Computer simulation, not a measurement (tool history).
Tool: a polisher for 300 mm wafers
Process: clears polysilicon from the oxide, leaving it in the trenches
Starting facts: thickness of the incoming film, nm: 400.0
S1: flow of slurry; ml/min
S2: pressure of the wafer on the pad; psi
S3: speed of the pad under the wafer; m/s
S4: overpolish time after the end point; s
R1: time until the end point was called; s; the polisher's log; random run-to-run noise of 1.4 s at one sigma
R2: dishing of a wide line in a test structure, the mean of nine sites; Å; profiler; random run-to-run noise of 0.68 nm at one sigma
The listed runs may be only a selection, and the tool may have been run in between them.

run,day,S1,S2,S3,S4,R1,R2
1,0,175,1.9,0.92,8,42.746,327.54
2,0.138,175,1.7,0.9,8,46.798,324.08
3,0.267,175,1.5,0.9,8,54.467,296.46
4,0.329,195,1.5,0.9,8,51.937,307.94
5,0.588,195,1.5,1.02,8,48.748,324.38
6,0.817,195,1.8,1.02,8,40.296,322.31
7,1.142,195,1.6,1,8,46.367,324.25
8,1.317,195,1.4,0.98,8,53.28,310.81

Estimate the outcome of run 9 from the log above:
9,1.512,195,1.4,0.98,8,?,?

Logged for run 9: R1 53.92 s, R2 292.42 Å.
